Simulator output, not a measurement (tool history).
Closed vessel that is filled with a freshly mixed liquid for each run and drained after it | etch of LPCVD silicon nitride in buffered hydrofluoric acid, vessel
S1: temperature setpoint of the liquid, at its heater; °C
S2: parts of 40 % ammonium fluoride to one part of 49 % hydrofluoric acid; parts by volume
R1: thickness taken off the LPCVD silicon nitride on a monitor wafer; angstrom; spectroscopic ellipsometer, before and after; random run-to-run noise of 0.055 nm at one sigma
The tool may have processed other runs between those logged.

Run 1, hour 0: S1 25 °C, S2 12.5 parts by volume, time in the liquid (s) 820. Result: R1 120.82 angstrom.
Run 2, hour 1.4: S1 27.5 °C, S2 12.5 parts by volume, time in the liquid (s) 820. Result: R1 143.32 angstrom.
Run 3, hour 10.1: S1 31 °C, S2 12.5 parts by volume, time in the liquid (s) 820. Result: R1 169.79 angstrom.
Run 4, hour 12.7: S1 27.5 °C, S2 13.5 parts by volume, time in the liquid (s) 815. Result: R1 129.85 angstrom.
Run 5, hour 15.7: S1 27.5 °C, S2 15 parts by volume, time in the liquid (s) 815. Result: R1 116.35 angstrom.
Run 6, hour 23.1: S1 27.5 °C, S2 11.5 parts by volume, time in the liquid (s) 815. Result: R1 150.37 angstrom.
Run 7, hour 31.4: S1 24.5 °C, S2 13 parts by volume, time in the liquid (s) 810. Result: R1 114.53 angstrom.
Run 8, hour 32.5: S1 22.5 °C, S2 14 parts by volume, time in the liquid (s) 805. Result: R1 93.432 angstrom.
Run 9, hour 39.9: S1 21 °C, S2 14.5 parts by volume, time in the liquid (s) 805. Result: R1 83.715 angstrom.
Run 10, hour 41.4: S1 20 °C, S2 15 parts by volume, time in the liquid (s) 805. Result: R1 76.697 angstrom.
Run 11, hour 47.7: S1 20 °C, S2 15 parts by volume, time in the liquid (s) 805. Result: R1 74.672 angstrom.

Expected results for the next run?
Run 12, hour 49.9: S1 19 °C, S2 15 parts by volume, time in the liquid (s) 805. Result: R1 ?.

R1: 72.215 angstrom
